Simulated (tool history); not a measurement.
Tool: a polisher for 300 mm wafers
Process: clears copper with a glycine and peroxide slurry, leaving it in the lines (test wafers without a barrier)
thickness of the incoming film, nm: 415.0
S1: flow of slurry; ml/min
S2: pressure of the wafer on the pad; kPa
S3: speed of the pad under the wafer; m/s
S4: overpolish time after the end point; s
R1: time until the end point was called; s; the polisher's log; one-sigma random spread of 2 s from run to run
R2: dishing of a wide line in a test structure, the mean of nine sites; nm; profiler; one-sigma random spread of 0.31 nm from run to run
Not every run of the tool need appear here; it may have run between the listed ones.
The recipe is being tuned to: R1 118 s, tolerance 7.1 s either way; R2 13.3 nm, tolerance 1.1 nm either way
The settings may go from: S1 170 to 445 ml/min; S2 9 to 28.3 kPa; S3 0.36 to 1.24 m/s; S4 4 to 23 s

run,hour,S1,S2,S3,S4,R1,R2
1,0,285,18.6,0.8,12,86.903,40.081
2,5.1,275,15.9,0.8,9,96.823,27.068
3,10.2,260,13.8,0.82,7,105.6,20.156
4,15.2,255,12.4,0.84,6,108.65,16.674
5,16.7,285,12.4,0.84,6,109.06,17.219
6,19.8,285,12.4,0.94,6,102.87,17.918
7,27.5,285,11.7,0.94,6,103.42,18.159
8,33.7,285,11,0.92,5,108.94,13.973

Consider the 5 candidate settings below. Which is the only one whose results all fall within their allowed miss of target?
A,39.9,215,10.3,0.88,5,?,?
B,39.9,305,9,0.94,6,?,?
C,39.9,265,11.7,1.04,5,?,?
D,39.9,215,9.7,0.96,6,?,?
E,39.9,250,11,1.1,4,?,?

move,R1,R2
A,119.65,13.059
B,121.67,15.248
C,96.627,15.963
D,117.24,15.791
E,96.683,12.908
A: in spec on every target
B: brings the result that was furthest off to its target, and leaves another outside
C: lands further from the targets than the last run did
D: brings the result that was furthest off to its target, and leaves another outside
E: lands further from the targets than the last run did
The right move is A.
